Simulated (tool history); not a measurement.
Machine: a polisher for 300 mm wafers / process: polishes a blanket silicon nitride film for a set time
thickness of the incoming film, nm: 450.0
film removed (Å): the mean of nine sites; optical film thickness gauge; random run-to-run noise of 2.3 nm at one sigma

run	hour	flow of slurry (ml/min)	pressure of the wafer on the pad (psi)	speed of the pad under the wafer (m/s)	polishing time (s)	film removed (Å)
1	0	170	2.4	1	110	1616.5
2	6.5	170	2.9	1	110	1837
3	10.5	170	2.9	0.8	110	1502
4	18.6	170	3	0.82	110	1580
5	21.6	170	3.1	0.84	110	1693
6	25.9	170	3.1	0.74	110	1511.5
7	31.6	170	3.2	0.76	110	1579.9
8	37.4	170	3.3	0.78	110	1671.6
9	45	170	3.4	0.8	110	1755.5
10	51	170	3.4	0.82	110	1798.3
11	56	170	3.4	0.82	110	1779
12	58.3	170	3.4	0.84	110	1813
13	62.7	170	3.4	0.86	110	1863.1
14	64.9	180	3.6	0.88	110	1969

Run 15 has not been measured yet. What should we expect?
15	69.5	180	3.6	0.9	110	?

For run 15 the tool returned film removed (Å) 2028.3.

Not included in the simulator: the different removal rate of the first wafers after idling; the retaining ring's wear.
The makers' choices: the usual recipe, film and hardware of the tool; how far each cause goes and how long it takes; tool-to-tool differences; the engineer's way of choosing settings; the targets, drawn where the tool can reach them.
